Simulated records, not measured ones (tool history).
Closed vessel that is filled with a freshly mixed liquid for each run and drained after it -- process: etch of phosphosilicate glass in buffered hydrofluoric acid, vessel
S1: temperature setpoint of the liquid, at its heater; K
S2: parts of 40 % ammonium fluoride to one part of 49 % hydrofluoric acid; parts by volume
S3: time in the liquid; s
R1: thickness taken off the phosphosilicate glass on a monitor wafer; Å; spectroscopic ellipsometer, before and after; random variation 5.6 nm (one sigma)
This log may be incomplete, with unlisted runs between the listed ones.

run	hour	S1	S2	S3	R1
1	0.0	295.15	13.5	90	4961.7
2	6.9	297.15	12.5	90	5958.6
3	8.7	298.65	12.0	90	6808.7
4	10.9	298.65	12.0	90	6784.4
5	19.2	298.65	14.0	90	5805.8
6	25.5	299.65	13.0	90	6630.9
7	33.7	300.65	12.5	90	7302.0
8	40.2	301.15	12.0	90	7715.5

Expected results for the next run?
9	45.9	301.65	11.5	90	?

R1: 8325.8 Å
